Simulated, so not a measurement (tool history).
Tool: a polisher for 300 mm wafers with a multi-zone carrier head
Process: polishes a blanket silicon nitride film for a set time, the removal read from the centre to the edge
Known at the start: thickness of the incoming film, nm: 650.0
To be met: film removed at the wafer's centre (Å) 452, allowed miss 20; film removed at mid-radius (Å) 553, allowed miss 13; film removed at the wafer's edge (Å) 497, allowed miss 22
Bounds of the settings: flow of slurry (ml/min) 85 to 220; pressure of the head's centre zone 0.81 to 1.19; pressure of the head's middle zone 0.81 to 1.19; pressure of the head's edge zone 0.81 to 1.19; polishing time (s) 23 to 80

run    day  flow of slurry (ml/min)  pressure of the head's centre zone  pressure of the head's middle zone  pressure of the head's edge zone  polishing time (s)  film removed at the wafer's centre (Å)  film removed at mid-radius (Å)  film removed at the wafer's edge (Å)
  1      0                      140                                   1                                   1                                 1                  51                                  929.82                          987.15                                956.27
  2   0.05                      155                                   1                                   1                                 1                  51                                  963.03                          1012.4                                938.78
  3  0.212                      155                                0.94                                   1                                 1                  51                                  908.41                          1020.2                                954.87
  4  0.412                      150                                0.92                                0.99                              0.96                  45                                  782.78                           882.3                                 835.3
  5  0.529                      150                                0.92                                0.99                              1.03                  45                                  765.17                          874.29                                 859.8
  6  0.583                      150                                0.92                                0.96                              1.03                  45                                  767.94                          861.09                                 857.8
  7  0.638                      145                                 0.9                                0.97                              0.99                  41                                  688.96                          790.11                                769.58
  8  0.846                      145                                0.89                                0.97                              0.96                  38                                  626.51                          721.65                                693.93
  9  1.183                      140                                0.88                                0.97                              0.93                  36                                  602.69                          678.53                                654.16
 10  1.279                      135                                0.87                                0.98                              0.91                  34                                   552.1                          639.06                                605.08
 11   1.55                      130                                0.86                                0.99                              0.89                  33                                     515                          629.56                                595.16
 12  1.571                      140                                0.91                                1.02                              0.81                  23                                  393.37                          453.99                                408.51
 13  1.625                      145                                 0.9                                1.03                              0.84                  23                                     381                          465.34                                418.99
 14    1.7                      150                                0.91                                1.04                              0.86                  24                                  409.14                          494.47                                435.92
 15  1.958                      190                                0.87                                1.03                              0.96                  25                                  431.99                          526.07                                490.44

5 next moves are on the table. One of them brings every result within its allowed miss. Which?
  A  2.217                      220                                0.89                                1.06                              1.03                  25                                       ?                               ?                                     ?
  B  2.217                      190                                0.84                                0.98                              1.03                  27                                       ?                               ?                                     ?
  C  2.217                      190                                0.86                                0.87                              1.03                  29                                       ?                               ?                                     ?
  D  2.217                      180                                0.88                                   1                              0.96                  26                                       ?                               ?                                     ?
  E  2.217                      220                                0.97                                1.01                              0.88                  26                                       ?                               ?                                     ?

move  film removed at the wafer's centre (Å)  film removed at mid-radius (Å)  film removed at the wafer's edge (Å)
   A                                   447.3                          554.31                                492.49
   B                                  444.78                          548.57                                524.14
   C                                  488.83                          533.49                                563.79
   D                                  444.59                          532.59                                 490.1
   E                                  507.19                          553.17                                487.83
A: meets every target
B: brings the result that was furthest off to its target, and leaves another outside
C: further off than the last run
D: nearer than the last run, and not there yet
E: brings the result that was furthest off to its target, and leaves another outside
The right move is A.
